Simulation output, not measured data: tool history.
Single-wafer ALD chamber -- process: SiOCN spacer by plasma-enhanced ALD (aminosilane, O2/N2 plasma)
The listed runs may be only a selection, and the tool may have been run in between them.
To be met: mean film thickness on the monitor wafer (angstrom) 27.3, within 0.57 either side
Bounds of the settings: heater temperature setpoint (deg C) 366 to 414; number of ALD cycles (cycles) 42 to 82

run,day,heater temperature setpoint (deg C),number of ALD cycles (cycles),mean film thickness on the monitor wafer (angstrom)
1,0,390,62,35.843
2,0.35,390,55,31.824
3,0.517,397,55,31.906
4,0.612,407,55,30.961
5,0.812,397,55,31.891
6,1.183,397,64,37.092
7,1.238,397,62,35.96
8,1.496,397,60,34.712
9,1.671,397,58,33.544
10,1.958,397,57,32.957
11,2.025,397,56,32.489
12,2.388,397,46,26.598

4 next moves are on the table. One of them brings every result within its allowed miss. Which?
A,2.75,392,47,?
B,2.75,396,49,?
C,2.75,397,49,?
D,2.75,403,46,?

move,mean film thickness on the monitor wafer (angstrom)
A,27.356
B,28.52
C,28.52
D,26.387
A: every result within its allowed miss
B: the result that was furthest off in the last run now lies on the other side of its target
C: the result that was furthest off in the last run now lies on the other side of its target
D: moves away from the targets compared with the last run
Answer: A
